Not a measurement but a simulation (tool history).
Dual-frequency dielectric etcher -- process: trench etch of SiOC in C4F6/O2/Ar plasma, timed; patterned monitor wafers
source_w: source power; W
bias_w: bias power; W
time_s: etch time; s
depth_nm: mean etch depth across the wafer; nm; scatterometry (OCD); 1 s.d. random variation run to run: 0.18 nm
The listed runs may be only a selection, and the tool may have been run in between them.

run 1 hour=0.0 | source_w=250 bias_w=159 time_s=29.0 | depth_nm=50.750
run 2 hour=7.6 | source_w=250 bias_w=148 time_s=29.0 | depth_nm=49.346
run 3 hour=8.5 | source_w=250 bias_w=130 time_s=29.0 | depth_nm=47.404
run 4 hour=14.2 | source_w=250 bias_w=130 time_s=30.5 | depth_nm=49.689
run 5 hour=16.1 | source_w=250 bias_w=120 time_s=30.5 | depth_nm=48.560
run 6 hour=20.3 | source_w=260 bias_w=120 time_s=30.5 | depth_nm=49.244

Run 7 has not been measured yet. What should we expect?
run 7 hour=23.2 | source_w=270 bias_w=120 time_s=30.5 | depth_nm=?

{"run 7": {"depth_nm": 49.445}}
